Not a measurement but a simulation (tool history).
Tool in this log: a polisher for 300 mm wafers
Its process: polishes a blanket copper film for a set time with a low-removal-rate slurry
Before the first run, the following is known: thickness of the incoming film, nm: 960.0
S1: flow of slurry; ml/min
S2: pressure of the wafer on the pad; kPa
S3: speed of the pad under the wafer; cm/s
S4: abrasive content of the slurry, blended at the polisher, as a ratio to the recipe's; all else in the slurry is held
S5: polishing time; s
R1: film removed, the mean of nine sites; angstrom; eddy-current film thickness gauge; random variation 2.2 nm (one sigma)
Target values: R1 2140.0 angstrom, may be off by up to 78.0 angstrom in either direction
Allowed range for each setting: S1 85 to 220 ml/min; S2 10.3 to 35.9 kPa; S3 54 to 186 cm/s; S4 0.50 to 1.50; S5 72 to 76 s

Run 1, day 0.000: S1 140 ml/min, S2 22.8 kPa, S3 118 cm/s, S4 1.00, S5 72 s. Result: R1 3185.2 angstrom.
Run 2, day 0.358: S1 140 ml/min, S2 18.6 kPa, S3 118 cm/s, S4 1.00, S5 72 s. Result: R1 2635.5 angstrom.
Run 3, day 0.596: S1 140 ml/min, S2 18.6 kPa, S3 106 cm/s, S4 1.00, S5 72 s. Result: R1 2408.6 angstrom.
Run 4, day 0.833: S1 140 ml/min, S2 18.6 kPa, S3 84 cm/s, S4 1.00, S5 72 s. Result: R1 1903.3 angstrom.
Run 5, day 1.088: S1 140 ml/min, S2 18.6 kPa, S3 84 cm/s, S4 0.85, S5 72 s. Result: R1 1825.7 angstrom.
Run 6, day 1.250: S1 140 ml/min, S2 18.6 kPa, S3 84 cm/s, S4 0.85, S5 72 s. Result: R1 1832.9 angstrom.
Run 7, day 1.467: S1 145 ml/min, S2 19.3 kPa, S3 84 cm/s, S4 0.85, S5 72 s. Result: R1 1897.5 angstrom.
Run 8, day 1.588: S1 150 ml/min, S2 20.0 kPa, S3 84 cm/s, S4 0.85, S5 72 s. Result: R1 1975.5 angstrom.

Which single option among these 5 for the next run brings every result within its allowed miss of target? Just one does.
Run A, day 1.708: S1 170 ml/min, S2 23.4 kPa, S3 68 cm/s, S4 0.60, S5 75 s. Result: R1 ?.
Run B, day 1.708: S1 120 ml/min, S2 17.9 kPa, S3 96 cm/s, S4 0.80, S5 76 s. Result: R1 ?.
Run C, day 1.708: S1 160 ml/min, S2 20.0 kPa, S3 90 cm/s, S4 0.65, S5 76 s. Result: R1 ?.
Run D, day 1.708: S1 110 ml/min, S2 16.5 kPa, S3 110 cm/s, S4 0.85, S5 72 s. Result: R1 ?.
Run E, day 1.708: S1 180 ml/min, S2 24.1 kPa, S3 66 cm/s, S4 0.80, S5 75 s. Result: R1 ?.

move      R1
   A  1870.6
   B  2048.6
   C  2147.9
   D  2037.3
   E  2036.3
A: its largest miss is bigger than the last run's
B: better than the last run, though not everything is in spec
C: all results land within tolerance of their targets
D: better than the last run, though not everything is in spec
E: better than the last run, though not everything is in spec
So the answer is move C, the one that meets all the targets.
